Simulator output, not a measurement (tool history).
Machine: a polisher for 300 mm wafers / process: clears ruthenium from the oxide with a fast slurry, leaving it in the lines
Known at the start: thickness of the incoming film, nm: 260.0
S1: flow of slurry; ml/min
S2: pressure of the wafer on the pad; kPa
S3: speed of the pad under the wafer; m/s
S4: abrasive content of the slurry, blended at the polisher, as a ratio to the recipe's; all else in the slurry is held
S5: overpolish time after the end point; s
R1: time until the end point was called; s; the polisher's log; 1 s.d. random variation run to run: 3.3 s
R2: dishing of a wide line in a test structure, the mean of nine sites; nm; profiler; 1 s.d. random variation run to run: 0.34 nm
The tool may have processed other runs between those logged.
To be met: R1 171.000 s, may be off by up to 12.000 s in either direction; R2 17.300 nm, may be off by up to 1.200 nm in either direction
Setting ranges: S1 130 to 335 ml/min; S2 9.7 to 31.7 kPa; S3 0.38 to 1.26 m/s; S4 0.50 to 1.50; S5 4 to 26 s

run	hour	S1	S2	S3	S4	S5	R1	R2
1	0.0	215	20.7	0.82	1.00	13	71.182	40.979
2	4.8	215	18.6	0.82	1.00	13	80.844	37.230
3	11.5	215	17.9	0.80	1.00	13	82.876	34.675
4	16.5	215	20.7	0.80	1.00	13	75.610	39.578
5	22.5	215	20.7	0.80	1.20	13	66.548	43.007
6	23.6	215	20.7	0.98	1.20	13	59.950	48.707
7	24.2	210	19.3	0.92	1.15	13	66.761	42.698
8	27.0	210	18.6	0.86	1.10	13	72.540	41.027
9	35.6	210	17.9	0.82	1.05	13	78.188	36.157
10	37.3	210	17.2	0.78	1.00	13	86.396	34.935
11	42.2	210	11.7	0.56	1.00	9	160.100	13.889

Consider the 4 candidate settings below. Which is the only one whose results all fall within their allowed miss of target?
A	47.1	195	10.3	0.48	1.25	12	?	?
B	47.1	210	11.0	0.54	0.95	15	?	?
C	47.1	210	11.0	0.72	0.95	12	?	?
D	47.1	220	11.0	0.64	1.00	12	?	?

move	R1	R2
A	171.120	16.187
B	168.080	20.286
C	142.500	19.219
D	149.050	18.429
A: each result inside its tolerance
B: the result that was furthest off in the last run now lies on the other side of its target
C: the result that was furthest off in the last run now lies on the other side of its target
D: brings the last run's worst result on target, with another outside its allowed miss
Go with A: it meets all targets.

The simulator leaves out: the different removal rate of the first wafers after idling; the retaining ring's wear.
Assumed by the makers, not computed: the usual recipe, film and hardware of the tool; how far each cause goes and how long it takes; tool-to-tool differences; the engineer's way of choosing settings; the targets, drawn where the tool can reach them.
